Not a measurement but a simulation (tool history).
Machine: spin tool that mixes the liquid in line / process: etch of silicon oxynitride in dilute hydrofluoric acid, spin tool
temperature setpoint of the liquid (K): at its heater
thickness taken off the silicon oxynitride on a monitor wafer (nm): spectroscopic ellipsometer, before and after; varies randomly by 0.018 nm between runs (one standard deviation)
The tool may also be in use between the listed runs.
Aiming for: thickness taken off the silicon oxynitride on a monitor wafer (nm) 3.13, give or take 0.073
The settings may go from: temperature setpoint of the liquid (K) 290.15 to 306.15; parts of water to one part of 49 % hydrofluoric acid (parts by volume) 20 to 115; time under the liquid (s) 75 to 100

run,hour,temperature setpoint of the liquid (K),parts of water to one part of 49 % hydrofluoric acid (parts by volume),time under the liquid (s),thickness taken off the silicon oxynitride on a monitor wafer (nm)
1,0,298.15,65,100,2.3625
2,1.1,299.65,65,100,2.5336
3,8.1,299.65,45,100,3.7456
4,16.5,298.65,45,100,3.519
5,19.2,298.15,45,100,3.4507
6,25,300.15,45,100,3.8055
7,29.3,299.15,45,100,3.625
8,34.5,298.15,45,100,3.4684
9,38.3,297.65,45,100,3.3767
10,45.9,297.15,45,100,3.2972
11,46.9,296.65,45,100,3.2242

Pick the move, out of 4, that brings all results within their allowed miss; only one does.
A,47.9,297.15,40,80,?
B,47.9,298.15,45,95,?
C,47.9,297.15,50,100,?
D,47.9,296.15,45,100,?

move,thickness taken off the silicon oxynitride on a monitor wafer (nm)
A,2.9864
B,3.2969
C,2.9627
D,3.1468
A: pushes the last run's worst result past its target
B: lands further from the targets than the last run did
C: pushes the last run's worst result past its target
D: each result inside its tolerance
The move that meets every target is D.
